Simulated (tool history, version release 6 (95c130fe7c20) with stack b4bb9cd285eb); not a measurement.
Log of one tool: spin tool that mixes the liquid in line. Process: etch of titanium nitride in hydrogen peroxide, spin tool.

| run | hour | temperature setpoint of the liquid (K) | concentration of hydrogen peroxide in the mixed liquid (% by weight) | time under the liquid (s) | thickness taken off the titanium nitride on a monitor wafer (angstrom) |
|---|---|---|---|---|---|
| 1 | 0.0 | 317.15 | 23.0 | 65 | 9.9261 |
| 2 | 8.5 | 317.15 | 20.5 | 65 | 9.7846 |
| 3 | 15.8 | 317.15 | 18.5 | 65 | 9.6022 |
| 4 | 19.2 | 317.15 | 18.5 | 65 | 9.5789 |
| 5 | 21.1 | 317.15 | 18.5 | 65 | 9.7540 |
| 6 | 29.9 | 313.15 | 18.5 | 65 | 7.2210 |
| 7 | 35.4 | 310.15 | 18.5 | 65 | 5.6295 |
| 8 | 44.0 | 308.65 | 18.5 | 65 | 4.9767 |

Run 9, settings as shown, results not yet in. Your forecast:
| 9 | 52.5 | 305.15 | 18.5 | 65 | ? |

{"run 9": {"thickness taken off the titanium nitride on a monitor wafer (angstrom)": 3.7464}}
